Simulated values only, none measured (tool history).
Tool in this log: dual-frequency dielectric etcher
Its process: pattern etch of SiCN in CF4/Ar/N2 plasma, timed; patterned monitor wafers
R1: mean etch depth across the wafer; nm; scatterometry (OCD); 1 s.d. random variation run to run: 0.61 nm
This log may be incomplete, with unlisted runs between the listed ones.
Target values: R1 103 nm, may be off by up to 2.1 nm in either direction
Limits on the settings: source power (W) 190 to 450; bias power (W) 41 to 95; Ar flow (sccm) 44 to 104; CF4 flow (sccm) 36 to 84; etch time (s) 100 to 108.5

{"run": 1, "hour": 0.0, "source power (W)": 320, "bias power (W)": 68, "Ar flow (sccm)": 74, "CF4 flow (sccm)": 60, "etch time (s)": 108.5, "R1": 79.004}
{"run": 2, "hour": 5.2, "source power (W)": 320, "bias power (W)": 68, "Ar flow (sccm)": 74, "CF4 flow (sccm)": 56, "etch time (s)": 108.5, "R1": 78.98}
{"run": 3, "hour": 8.8, "source power (W)": 350, "bias power (W)": 69, "Ar flow (sccm)": 74, "CF4 flow (sccm)": 56, "etch time (s)": 108.5, "R1": 84.677}
{"run": 4, "hour": 10.4, "source power (W)": 350, "bias power (W)": 64, "Ar flow (sccm)": 74, "CF4 flow (sccm)": 56, "etch time (s)": 108.5, "R1": 82.254}
{"run": 5, "hour": 12.2, "source power (W)": 350, "bias power (W)": 55, "Ar flow (sccm)": 74, "CF4 flow (sccm)": 56, "etch time (s)": 108.5, "R1": 76.351}
{"run": 6, "hour": 18.7, "source power (W)": 350, "bias power (W)": 66, "Ar flow (sccm)": 74, "CF4 flow (sccm)": 56, "etch time (s)": 108.5, "R1": 83.109}
{"run": 7, "hour": 22.6, "source power (W)": 380, "bias power (W)": 66, "Ar flow (sccm)": 74, "CF4 flow (sccm)": 56, "etch time (s)": 108.5, "R1": 88.738}
{"run": 8, "hour": 24.6, "source power (W)": 400, "bias power (W)": 66, "Ar flow (sccm)": 74, "CF4 flow (sccm)": 56, "etch time (s)": 108.5, "R1": 91.059}
{"run": 9, "hour": 32.0, "source power (W)": 420, "bias power (W)": 67, "Ar flow (sccm)": 74, "CF4 flow (sccm)": 56, "etch time (s)": 108.5, "R1": 94.7}
{"run": 10, "hour": 35.6, "source power (W)": 430, "bias power (W)": 68, "Ar flow (sccm)": 74, "CF4 flow (sccm)": 56, "etch time (s)": 108.5, "R1": 96.784}
{"run": 11, "hour": 38.1, "source power (W)": 440, "bias power (W)": 69, "Ar flow (sccm)": 74, "CF4 flow (sccm)": 56, "etch time (s)": 108.5, "R1": 98.962}

Consider the 4 candidate settings below. Which is the only one whose results all fall within their allowed miss of target?
{"run": "A", "hour": 40.6, "source power (W)": 450, "bias power (W)": 69, "Ar flow (sccm)": 70, "CF4 flow (sccm)": 50, "etch time (s)": 106.5, "R1": "?"}
{"run": "B", "hour": 40.6, "source power (W)": 450, "bias power (W)": 66, "Ar flow (sccm)": 70, "CF4 flow (sccm)": 62, "etch time (s)": 106, "R1": "?"}
{"run": "C", "hour": 40.6, "source power (W)": 450, "bias power (W)": 73, "Ar flow (sccm)": 65, "CF4 flow (sccm)": 51, "etch time (s)": 108, "R1": "?"}
{"run": "D", "hour": 40.6, "source power (W)": 450, "bias power (W)": 86, "Ar flow (sccm)": 83, "CF4 flow (sccm)": 51, "etch time (s)": 108.5, "R1": "?"}

move=A R1=98.368
move=B R1=98.688
move=C R1=103.76
move=D R1=107.75
A: lands further from the targets than the last run did
B: lands further from the targets than the last run did
C: each result inside its tolerance
D: takes the biggest miss from the last run beyond its target
Answer: C

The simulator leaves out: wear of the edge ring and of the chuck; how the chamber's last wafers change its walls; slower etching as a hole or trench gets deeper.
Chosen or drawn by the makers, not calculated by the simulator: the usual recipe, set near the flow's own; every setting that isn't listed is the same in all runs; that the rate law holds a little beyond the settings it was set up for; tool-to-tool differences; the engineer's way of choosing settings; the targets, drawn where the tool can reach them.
